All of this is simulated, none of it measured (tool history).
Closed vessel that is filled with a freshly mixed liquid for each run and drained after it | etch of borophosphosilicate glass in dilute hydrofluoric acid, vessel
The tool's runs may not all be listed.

run	day	temperature setpoint of the liquid (C)	parts of water to one part of 49 % hydrofluoric acid (parts by volume)	time in the liquid (s)	thickness taken off the borophosphosilicate glass on a monitor wafer (angstrom)
1	0	21	300	240	217.17
2	0.204	21	255	240	267.58
3	0.383	22	255	240	275.44
4	0.633	22	175	240	439.43
5	0.829	21	180	240	409.6
6	1.167	20	185	240	379.61
7	1.271	19.5	190	240	357.93
8	1.621	19	190	240	349.06

What will run 9 give?
9	1.708	18.5	190	240	?

{"run 9": {"thickness taken off the borophosphosilicate glass on a monitor wafer (angstrom)": 343.82}}

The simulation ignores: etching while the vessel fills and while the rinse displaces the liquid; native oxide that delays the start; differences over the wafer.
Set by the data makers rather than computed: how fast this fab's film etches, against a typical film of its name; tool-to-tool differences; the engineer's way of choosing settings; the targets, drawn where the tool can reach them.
